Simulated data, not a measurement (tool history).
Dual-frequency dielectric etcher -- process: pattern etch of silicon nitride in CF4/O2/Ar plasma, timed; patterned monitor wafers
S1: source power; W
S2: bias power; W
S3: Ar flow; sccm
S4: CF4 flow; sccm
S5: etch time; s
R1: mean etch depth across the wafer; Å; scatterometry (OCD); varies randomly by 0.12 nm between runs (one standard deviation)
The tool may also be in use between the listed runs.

{"run": 1, "day": 0.0, "S1": 720, "S2": 53, "S3": 82, "S4": 80, "S5": 11.5, "R1": 287.78}
{"run": 2, "day": 0.05, "S1": 640, "S2": 52, "S3": 82, "S4": 80, "S5": 11.5, "R1": 255.99}
{"run": 3, "day": 0.108, "S1": 590, "S2": 52, "S3": 82, "S4": 80, "S5": 11.5, "R1": 235.59}
{"run": 4, "day": 0.238, "S1": 590, "S2": 52, "S3": 82, "S4": 73, "S5": 11.5, "R1": 231.77}
{"run": 5, "day": 0.375, "S1": 570, "S2": 52, "S3": 82, "S4": 73, "S5": 11.5, "R1": 222.1}
{"run": 6, "day": 0.517, "S1": 570, "S2": 52, "S3": 82, "S4": 78, "S5": 11.5, "R1": 222.9}

For run 7, what comes out?
{"run": 7, "day": 0.671, "S1": 560, "S2": 52, "S3": 82, "S4": 78, "S5": 11.5, "R1": "?"}

Run 7 yielded R1 219.77 Å.
